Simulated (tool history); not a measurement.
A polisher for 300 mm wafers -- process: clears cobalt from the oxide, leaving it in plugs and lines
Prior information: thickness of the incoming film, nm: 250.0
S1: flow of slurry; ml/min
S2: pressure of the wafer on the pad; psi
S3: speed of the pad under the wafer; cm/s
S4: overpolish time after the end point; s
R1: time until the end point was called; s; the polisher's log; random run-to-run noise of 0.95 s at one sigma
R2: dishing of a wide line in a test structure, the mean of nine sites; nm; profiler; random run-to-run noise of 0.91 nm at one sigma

run	day	S1	S2	S3	S4	R1	R2
1	0	240	2.3	90	29	43.545	55.513
2	0.062	240	2.3	112	29	35.196	56.78
3	0.375	235	1.9	106	24	44.185	53.104
4	0.483	265	1.9	106	24	43.844	52.909
5	0.854	270	1.6	102	20	54.74	45.149
6	1	210	1.6	102	20	56.349	43.638
7	1.129	210	1.4	102	21	62.192	43.013
8	1.475	210	1.4	102	21	64.299	44.171

Run 9 has not been measured yet. What should we expect?
9	1.671	210	1	100	15	?	?

Run 9 yielded R1 87.039 s, R2 30.148 nm.
